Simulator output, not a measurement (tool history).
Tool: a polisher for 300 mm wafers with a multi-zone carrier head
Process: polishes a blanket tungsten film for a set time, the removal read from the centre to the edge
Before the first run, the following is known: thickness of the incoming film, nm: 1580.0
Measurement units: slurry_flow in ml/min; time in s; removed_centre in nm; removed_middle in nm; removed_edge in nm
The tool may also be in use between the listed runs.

run,day,slurry_flow,centre_zone,middle_zone,edge_zone,slurry_solids,time,removed_centre,removed_middle,removed_edge
1,0.000,250,1.00,1.00,1.00,1.00,66,265.28,277.56,269.87
2,0.346,250,1.02,0.99,0.98,0.90,62,252.45,250.95,250.87
3,0.708,255,1.04,1.00,0.96,0.85,57,232.10,233.35,227.63
4,0.946,220,1.04,1.00,0.96,0.85,57,227.37,217.79,221.46
5,1.308,220,0.96,1.00,0.96,0.85,57,213.54,225.49,218.58
6,1.517,215,0.98,1.01,0.93,0.80,55,206.00,219.92,207.93
7,1.571,210,1.01,1.01,0.91,0.75,53,202.97,201.78,192.85

Estimate the outcome of run 8 from the log above:
8,1.646,210,1.01,1.01,0.91,0.75,53,?,?,?

Logged for run 8: removed_centre 207.31 nm, removed_middle 204.25 nm, removed_edge 193.22 nm.

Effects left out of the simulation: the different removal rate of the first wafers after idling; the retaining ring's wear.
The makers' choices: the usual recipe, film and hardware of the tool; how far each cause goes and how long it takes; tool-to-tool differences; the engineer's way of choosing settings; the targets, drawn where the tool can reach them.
